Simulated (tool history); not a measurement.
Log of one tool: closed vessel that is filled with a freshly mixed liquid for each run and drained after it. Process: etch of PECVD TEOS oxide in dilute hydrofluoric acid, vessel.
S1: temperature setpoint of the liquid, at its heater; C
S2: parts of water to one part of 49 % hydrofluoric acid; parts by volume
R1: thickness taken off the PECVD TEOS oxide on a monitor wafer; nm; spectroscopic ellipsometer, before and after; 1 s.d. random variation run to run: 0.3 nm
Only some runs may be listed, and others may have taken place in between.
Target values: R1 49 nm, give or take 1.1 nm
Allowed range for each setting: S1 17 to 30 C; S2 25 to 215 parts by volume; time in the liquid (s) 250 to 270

run 1 hour=0 | S1=22 S2=120 time_in_the_liquid_(s)=250 | R1=25.327
run 2 hour=0.6 | S1=22 S2=100 time_in_the_liquid_(s)=250 | R1=31.405
run 3 hour=8.3 | S1=22 S2=100 time_in_the_liquid_(s)=270 | R1=33.851
run 4 hour=9.6 | S1=24.5 S2=100 time_in_the_liquid_(s)=270 | R1=38.077
run 5 hour=14.8 | S1=21 S2=100 time_in_the_liquid_(s)=270 | R1=32.824
run 6 hour=16.5 | S1=23 S2=100 time_in_the_liquid_(s)=270 | R1=35.715
-- hour=24.4 thermometer replaced
run 7 hour=24.4 | S1=24.5 S2=100 time_in_the_liquid_(s)=270 | R1=40.867
run 8 hour=29.6 | S1=27.5 S2=100 time_in_the_liquid_(s)=270 | R1=45.857

Which single option among these 4 for the next run brings every result within its allowed miss of target? Just one does.
run A hour=34.8 | S1=28 S2=105 time_in_the_liquid_(s)=255 | R1=?
run B hour=34.8 | S1=28 S2=95 time_in_the_liquid_(s)=265 | R1=?
run C hour=34.8 | S1=25 S2=95 time_in_the_liquid_(s)=250 | R1=?
run D hour=34.8 | S1=29 S2=105 time_in_the_liquid_(s)=255 | R1=?

move=A R1=41.817
move=B R1=48.683
move=C R1=40.872
move=D R1=43.43
A: the biggest miss grows against the last run
B: all results land within tolerance of their targets
C: the biggest miss grows against the last run
D: the biggest miss grows against the last run
Correct choice: B, which meets every target
